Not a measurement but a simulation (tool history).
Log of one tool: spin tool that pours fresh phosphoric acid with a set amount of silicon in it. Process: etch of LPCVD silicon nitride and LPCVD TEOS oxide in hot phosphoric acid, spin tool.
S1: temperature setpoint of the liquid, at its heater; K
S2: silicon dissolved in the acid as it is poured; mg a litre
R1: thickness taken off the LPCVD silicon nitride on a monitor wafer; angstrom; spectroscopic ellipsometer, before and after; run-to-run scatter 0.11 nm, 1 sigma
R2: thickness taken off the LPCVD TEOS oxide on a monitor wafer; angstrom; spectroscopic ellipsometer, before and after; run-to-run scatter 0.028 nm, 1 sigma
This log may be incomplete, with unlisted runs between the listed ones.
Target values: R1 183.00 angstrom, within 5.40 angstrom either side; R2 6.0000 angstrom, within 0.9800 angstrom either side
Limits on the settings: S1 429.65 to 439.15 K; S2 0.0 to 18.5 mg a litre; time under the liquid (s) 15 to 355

{"run": 1, "hour": 0.0, "S1": 434.15, "S2": 8.0, "time under the liquid (s)": 180, "R1": 139.03, "R2": 5.7337}
{"run": 2, "hour": 4.4, "S1": 434.15, "S2": 11.0, "time under the liquid (s)": 195, "R1": 151.49, "R2": 6.0403}
{"run": 3, "hour": 12.9, "S1": 433.65, "S2": 13.0, "time under the liquid (s)": 205, "R1": 156.11, "R2": 5.5271}
{"run": 4, "hour": 19.2, "S1": 434.15, "S2": 14.5, "time under the liquid (s)": 210, "R1": 162.62, "R2": 5.908}
{"run": 5, "hour": 26.7, "S1": 434.15, "S2": 14.5, "time under the liquid (s)": 160, "R1": 124.45, "R2": 3.9546}
{"run": 6, "hour": 28.6, "S1": 434.65, "S2": 15.5, "time under the liquid (s)": 180, "R1": 142.82, "R2": 5.0578}
{"run": 7, "hour": 36.9, "S1": 434.65, "S2": 16.5, "time under the liquid (s)": 195, "R1": 153.33, "R2": 5.4884}
{"run": 8, "hour": 40.5, "S1": 434.65, "S2": 16.5, "time under the liquid (s)": 195, "R1": 154.78, "R2": 5.1715}
{"run": 9, "hour": 41.9, "S1": 435.15, "S2": 17.0, "time under the liquid (s)": 200, "R1": 162.32, "R2": 5.5661}
{"run": 10, "hour": 42.8, "S1": 435.15, "S2": 17.5, "time under the liquid (s)": 205, "R1": 165.0, "R2": 5.8549}
{"run": 11, "hour": 50.7, "S1": 434.65, "S2": 18.0, "time under the liquid (s)": 215, "R1": 170.17, "R2": 5.2548}
{"run": 12, "hour": 53.8, "S1": 435.15, "S2": 18.0, "time under the liquid (s)": 220, "R1": 177.93, "R2": 6.1645}
{"run": 13, "hour": 54.5, "S1": 435.15, "S2": 18.0, "time under the liquid (s)": 220, "R1": 176.01, "R2": 5.9926}

5 candidate next runs follow, results not yet known. Just one meets every target within its allowed miss. Identify it.
{"run": "A", "hour": 55.2, "S1": 433.15, "S2": 10.5, "time under the liquid (s)": 225, "R1": "?", "R2": "?"}
{"run": "B", "hour": 55.2, "S1": 436.15, "S2": 18.5, "time under the liquid (s)": 205, "R1": "?", "R2": "?"}
{"run": "C", "hour": 55.2, "S1": 434.15, "S2": 18.5, "time under the liquid (s)": 220, "R1": "?", "R2": "?"}
{"run": "D", "hour": 55.2, "S1": 435.15, "S2": 16.0, "time under the liquid (s)": 205, "R1": "?", "R2": "?"}
{"run": "E", "hour": 55.2, "S1": 433.65, "S2": 18.5, "time under the liquid (s)": 240, "R1": "?", "R2": "?"}

move=A R1=170.71 R2=5.9569
move=B R1=172.03 R2=5.5604
move=C R1=172.64 R2=5.1468
move=D R1=166.37 R2=5.5186
move=E R1=185.19 R2=5.4097
A: moves away from the targets compared with the last run
B: moves away from the targets compared with the last run
C: moves away from the targets compared with the last run
D: moves away from the targets compared with the last run
E: every result within its allowed miss
The move that meets every target is E.
